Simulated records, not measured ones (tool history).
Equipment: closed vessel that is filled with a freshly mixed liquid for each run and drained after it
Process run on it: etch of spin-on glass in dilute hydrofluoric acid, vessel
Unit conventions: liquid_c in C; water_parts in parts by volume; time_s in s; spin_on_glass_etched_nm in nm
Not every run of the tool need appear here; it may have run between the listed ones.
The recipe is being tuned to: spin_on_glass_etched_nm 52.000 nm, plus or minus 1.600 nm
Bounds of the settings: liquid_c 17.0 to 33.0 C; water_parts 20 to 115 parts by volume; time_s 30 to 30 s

Run 1, hour 0.0: liquid_c 25.0 C, water_parts 65 parts by volume, time_s 30 s. Result: spin_on_glass_etched_nm 21.911 nm.
Run 2, hour 6.0: liquid_c 25.0 C, water_parts 65 parts by volume, time_s 30 s. Result: spin_on_glass_etched_nm 21.810 nm.
Run 3, hour 14.7: liquid_c 25.0 C, water_parts 65 parts by volume, time_s 30 s. Result: spin_on_glass_etched_nm 22.160 nm.
Run 4, hour 16.5: liquid_c 25.0 C, water_parts 65 parts by volume, time_s 30 s. Result: spin_on_glass_etched_nm 21.674 nm.
Run 5, hour 19.4: liquid_c 26.5 C, water_parts 65 parts by volume, time_s 30 s. Result: spin_on_glass_etched_nm 23.083 nm.
At hour 28.2: hydrofluoric acid flow meter replaced.
Run 6, hour 28.2: liquid_c 27.5 C, water_parts 60 parts by volume, time_s 30 s. Result: spin_on_glass_etched_nm 29.580 nm.
Run 7, hour 36.7: liquid_c 31.5 C, water_parts 55 parts by volume, time_s 30 s. Result: spin_on_glass_etched_nm 37.675 nm.
Run 8, hour 37.6: liquid_c 32.0 C, water_parts 55 parts by volume, time_s 30 s. Result: spin_on_glass_etched_nm 38.261 nm.
Run 9, hour 42.3: liquid_c 32.0 C, water_parts 50 parts by volume, time_s 30 s. Result: spin_on_glass_etched_nm 42.545 nm.
Run 10, hour 44.9: liquid_c 32.5 C, water_parts 45 parts by volume, time_s 30 s. Result: spin_on_glass_etched_nm 49.028 nm.
Run 11, hour 53.1: liquid_c 32.5 C, water_parts 45 parts by volume, time_s 30 s. Result: spin_on_glass_etched_nm 48.187 nm.

4 next moves are on the table. One of them brings every result within its allowed miss. Which?
Run A, hour 61.3: liquid_c 30.5 C, water_parts 45 parts by volume, time_s 30 s. Result: spin_on_glass_etched_nm ?.
Run B, hour 61.3: liquid_c 32.0 C, water_parts 45 parts by volume, time_s 30 s. Result: spin_on_glass_etched_nm ?.
Run C, hour 61.3: liquid_c 31.0 C, water_parts 40 parts by volume, time_s 30 s. Result: spin_on_glass_etched_nm ?.
Run D, hour 61.3: liquid_c 33.0 C, water_parts 50 parts by volume, time_s 30 s. Result: spin_on_glass_etched_nm ?.

move  spin_on_glass_etched_nm
   A                   44.878
   B                   47.584
   C                   51.898
   D                   44.146
A: lands further from the targets than the last run did
B: lands further from the targets than the last run did
C: every result within its allowed miss
D: lands further from the targets than the last run did
The move that meets every target is C.

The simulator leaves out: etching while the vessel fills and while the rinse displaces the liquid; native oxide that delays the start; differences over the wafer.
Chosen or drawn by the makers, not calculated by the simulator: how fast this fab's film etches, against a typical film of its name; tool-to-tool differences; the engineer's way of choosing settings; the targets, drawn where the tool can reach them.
